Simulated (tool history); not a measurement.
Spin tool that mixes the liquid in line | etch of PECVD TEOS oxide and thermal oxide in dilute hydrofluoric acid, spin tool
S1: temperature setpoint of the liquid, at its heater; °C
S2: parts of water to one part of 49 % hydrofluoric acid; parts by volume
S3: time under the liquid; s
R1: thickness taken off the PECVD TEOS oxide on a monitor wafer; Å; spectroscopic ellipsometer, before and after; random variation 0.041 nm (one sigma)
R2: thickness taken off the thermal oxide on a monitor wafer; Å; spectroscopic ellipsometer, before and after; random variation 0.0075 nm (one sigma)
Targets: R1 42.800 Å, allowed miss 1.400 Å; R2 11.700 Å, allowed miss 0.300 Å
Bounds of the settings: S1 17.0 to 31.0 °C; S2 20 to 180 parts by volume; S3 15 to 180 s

| run | day | S1 | S2 | S3 | R1 | R2 |
|---|---|---|---|---|---|---|
| 1 | 0.000 | 23.0 | 100 | 90 | 145.500 | 40.048 |
| 2 | 0.021 | 21.5 | 100 | 90 | 137.830 | 37.888 |
| 3 | 0.258 | 21.0 | 110 | 90 | 120.520 | 33.124 |
| 4 | 0.371 | 20.5 | 115 | 90 | 113.270 | 30.915 |
| 5 | 0.696 | 20.0 | 120 | 90 | 106.300 | 29.139 |
| 6 | 0.738 | 19.5 | 125 | 90 | 98.940 | 27.068 |
| 7 | 0.854 | 19.5 | 130 | 90 | 95.441 | 25.730 |
| 8 | 1.050 | 19.5 | 135 | 90 | 91.695 | 24.892 |
| 9 | 1.225 | 19.5 | 140 | 90 | 85.860 | 23.690 |
| 10 | 1.358 | 19.0 | 145 | 90 | 82.289 | 22.398 |
| 11 | 1.508 | 19.0 | 150 | 90 | 77.961 | 21.502 |
| 12 | 1.688 | 19.0 | 155 | 90 | 75.620 | 20.629 |
| 13 | 2.042 | 19.0 | 160 | 90 | 73.047 | 19.910 |
| 14 | 2.121 | 19.0 | 160 | 85 | 68.911 | 18.909 |
| 15 | 2.421 | 18.0 | 170 | 70 | 50.473 | 14.120 |
| 16 | 2.471 | 17.5 | 175 | 65 | 44.915 | 12.145 |

Which of these 4 next moves meets every target?
| A | 2.521 | 17.0 | 145 | 55 | ? | ? |
| B | 2.521 | 17.0 | 180 | 65 | ? | ? |
| C | 2.521 | 17.0 | 160 | 65 | ? | ? |
| D | 2.521 | 17.0 | 165 | 65 | ? | ? |

| move | R1 | R2 |
|---|---|---|
| A | 46.544 | 12.608 |
| B | 42.854 | 11.608 |
| C | 49.132 | 13.309 |
| D | 47.417 | 12.844 |
A: further off than the last run
B: meets every target
C: further off than the last run
D: further off than the last run
The right move is B.

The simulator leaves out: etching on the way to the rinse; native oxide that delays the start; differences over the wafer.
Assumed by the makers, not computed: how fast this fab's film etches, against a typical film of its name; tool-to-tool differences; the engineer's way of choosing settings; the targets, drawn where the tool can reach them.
